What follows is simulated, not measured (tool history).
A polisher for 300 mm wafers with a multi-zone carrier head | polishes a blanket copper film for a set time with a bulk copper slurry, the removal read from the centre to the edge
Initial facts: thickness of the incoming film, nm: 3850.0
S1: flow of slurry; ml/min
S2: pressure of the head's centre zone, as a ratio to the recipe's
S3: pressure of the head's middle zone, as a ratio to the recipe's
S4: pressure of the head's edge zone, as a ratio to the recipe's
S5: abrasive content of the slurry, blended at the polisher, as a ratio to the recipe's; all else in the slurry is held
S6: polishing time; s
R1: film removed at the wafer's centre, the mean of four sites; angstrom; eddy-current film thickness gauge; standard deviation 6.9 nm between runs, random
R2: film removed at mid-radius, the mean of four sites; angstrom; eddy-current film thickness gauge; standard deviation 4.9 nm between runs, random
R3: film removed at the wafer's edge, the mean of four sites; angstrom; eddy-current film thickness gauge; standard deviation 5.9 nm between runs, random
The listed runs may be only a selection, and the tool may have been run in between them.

run,hour,S1,S2,S3,S4,S5,S6,R1,R2,R3
1,0.0,135,1.00,1.00,1.00,1.00,50,2744.0,2640.6,2586.5
2,2.4,145,1.03,1.02,1.03,1.15,54,3171.2,3012.6,3049.2
3,9.9,145,1.03,1.02,1.11,1.15,54,3219.9,3042.7,3133.8
4,14.6,145,1.03,1.02,1.11,1.15,49,2910.4,2762.6,2844.3
5,18.6,155,1.07,1.07,1.11,1.25,53,3423.4,3160.6,3208.6
6,24.8,165,1.08,1.11,1.10,1.30,56,3742.5,3503.2,3359.3
# hour 26.4: centre zone pressure recalibrated
7,26.4,170,1.10,1.14,1.14,1.50,67,4388.5,4445.5,4323.8

What does the tool deliver on the next run?
8,27.7,175,1.12,1.14,1.13,1.50,67,?,?,?

Logged for run 8: R1 4443.9 angstrom, R2 4502.7 angstrom, R3 4224.0 angstrom.

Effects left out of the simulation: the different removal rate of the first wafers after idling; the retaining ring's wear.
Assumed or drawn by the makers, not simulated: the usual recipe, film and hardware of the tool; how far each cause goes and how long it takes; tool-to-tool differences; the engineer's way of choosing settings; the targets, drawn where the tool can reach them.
